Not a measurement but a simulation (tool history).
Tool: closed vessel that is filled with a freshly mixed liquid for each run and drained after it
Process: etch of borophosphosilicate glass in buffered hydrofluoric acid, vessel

run	day	temperature setpoint of the liquid (°C)	parts of 40 % ammonium fluoride to one part of 49 % hydrofluoric acid (parts by volume)	time in the liquid (s)	thickness taken off the borophosphosilicate glass on a monitor wafer (angstrom)
1	0	24	21.5	100	1209
2	0.225	25	20	100	1349.2
3	0.521	25	15.5	100	1705.9
4	0.75	26	15	100	1855.1
5	0.792	28.5	15	100	2139.8
6	0.929	28.5	15	100	2164.9
7	1.033	29	15	100	2211.5
8	1.392	29.5	15	100	2290
9	1.596	30	15	100	2334.2

Run 10 comes next. What will it give?
10	1.708	31	14	100	?

thickness taken off the borophosphosilicate glass on a monitor wafer (angstrom): 2672.8
